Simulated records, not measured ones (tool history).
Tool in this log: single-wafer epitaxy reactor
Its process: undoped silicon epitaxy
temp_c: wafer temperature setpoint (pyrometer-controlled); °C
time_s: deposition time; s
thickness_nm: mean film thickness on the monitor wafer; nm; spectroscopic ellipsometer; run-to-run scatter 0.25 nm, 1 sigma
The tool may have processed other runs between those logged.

run	hour	temp_c	time_s	thickness_nm
1	0	670	175	48.345
2	4.5	672	175	50.215
3	5.2	674	175	52.261
4	10.2	675	175	53.264
5	12.5	676	175	54.502
6	21.5	677	175	55.209
7	24.9	678	175	56.369
8	28.3	679	175	57.685
9	36.1	680	175	59.094

Estimate the outcome of run 10 from the log above:
10	40.3	681	175	?

thickness_nm: 59.299 nm
